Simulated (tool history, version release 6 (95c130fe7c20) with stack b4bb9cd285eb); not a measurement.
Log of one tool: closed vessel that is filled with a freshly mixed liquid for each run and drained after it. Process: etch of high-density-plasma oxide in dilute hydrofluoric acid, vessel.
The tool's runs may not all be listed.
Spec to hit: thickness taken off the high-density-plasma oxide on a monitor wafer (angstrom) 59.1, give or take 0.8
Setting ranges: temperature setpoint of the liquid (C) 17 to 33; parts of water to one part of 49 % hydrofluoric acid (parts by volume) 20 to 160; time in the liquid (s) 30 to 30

run,hour,temperature setpoint of the liquid (C),parts of water to one part of 49 % hydrofluoric acid (parts by volume),time in the liquid (s),thickness taken off the high-density-plasma oxide on a monitor wafer (angstrom)
1,0,25,90,30,33.159
2,6.3,27.5,85,30,38.82
3,11.3,31,85,30,44.372
4,14.1,31,85,30,44.406
5,19.6,31.5,80,30,48.572
6,20.1,31.5,80,30,48.522
7,27.4,33,65,30,65.15
8,29.3,32,65,30,62.357
9,36.8,31.5,65,30,60.986
10,44.4,31,65,30,60.055

Below are 4 possible settings for the next run. Only one of them brings all results inside the allowed miss of their targets. Which is it?
A,52,32,65,30,?
B,52,29,60,30,?
C,52,24.5,50,30,?
D,52,28.5,60,30,?

move,thickness taken off the high-density-plasma oxide on a monitor wafer (angstrom)
A,62.314
B,60.582
C,61.558
D,59.404
A: its largest miss is bigger than the last run's
B: its largest miss is bigger than the last run's
C: its largest miss is bigger than the last run's
D: meets every target
Correct choice: D, which meets every target

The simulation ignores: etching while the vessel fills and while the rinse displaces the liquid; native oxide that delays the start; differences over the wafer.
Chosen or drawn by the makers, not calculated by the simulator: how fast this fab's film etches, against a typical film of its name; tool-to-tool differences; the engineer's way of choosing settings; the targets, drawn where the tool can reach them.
